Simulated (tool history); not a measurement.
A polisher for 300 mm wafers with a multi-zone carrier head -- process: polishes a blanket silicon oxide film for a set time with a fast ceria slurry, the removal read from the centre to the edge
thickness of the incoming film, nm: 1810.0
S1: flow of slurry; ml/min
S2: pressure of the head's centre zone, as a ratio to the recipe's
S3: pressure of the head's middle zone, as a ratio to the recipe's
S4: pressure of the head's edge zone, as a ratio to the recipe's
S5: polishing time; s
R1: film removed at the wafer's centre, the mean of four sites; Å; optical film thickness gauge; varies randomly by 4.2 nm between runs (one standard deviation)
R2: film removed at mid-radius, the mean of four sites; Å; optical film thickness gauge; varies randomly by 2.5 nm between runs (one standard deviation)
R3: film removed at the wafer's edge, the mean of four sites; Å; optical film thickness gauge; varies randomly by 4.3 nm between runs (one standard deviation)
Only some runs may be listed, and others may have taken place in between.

run 1 hour=0 | S1=290 S2=1 S3=1 S4=1 S5=34 | R1=4917.2 R2=4855.6 R3=4961.9
run 2 hour=7.1 | S1=280 S2=0.96 S3=0.98 S4=1.01 S5=32 | R1=4274.8 R2=4433 R3=4719
run 3 hour=10.1 | S1=315 S2=0.96 S3=0.98 S4=1.01 S5=32 | R1=4410.9 R2=4561.8 R3=4698.7
run 4 hour=11.8 | S1=315 S2=0.96 S3=0.98 S4=1.01 S5=25 | R1=3460.6 R2=3554.3 R3=3714
run 5 hour=14.3 | S1=315 S2=0.88 S3=0.98 S4=1.01 S5=25 | R1=3188.2 R2=3501.3 R3=3663.7
-- hour=15.8 worn pad replaced by a new one
run 6 hour=15.8 | S1=315 S2=0.88 S3=0.98 S4=1.01 S5=17 | R1=2335.3 R2=2622.7 R3=2693.5
run 7 hour=20 | S1=305 S2=0.88 S3=0.98 S4=1.04 S5=18 | R1=2501.8 R2=2753.8 R3=2944
run 8 hour=21.9 | S1=300 S2=0.88 S3=0.99 S4=1.06 S5=19 | R1=2574 R2=2946.1 R3=3134.4

Run 9, settings as shown, results not yet in. Your forecast:
run 9 hour=27.5 | S1=295 S2=0.89 S3=0.99 S4=1.08 S5=19 | R1=? R2=? R3=?

R1: 2666.1 Å
R2: 2900.9 Å
R3: 3118.1 Å

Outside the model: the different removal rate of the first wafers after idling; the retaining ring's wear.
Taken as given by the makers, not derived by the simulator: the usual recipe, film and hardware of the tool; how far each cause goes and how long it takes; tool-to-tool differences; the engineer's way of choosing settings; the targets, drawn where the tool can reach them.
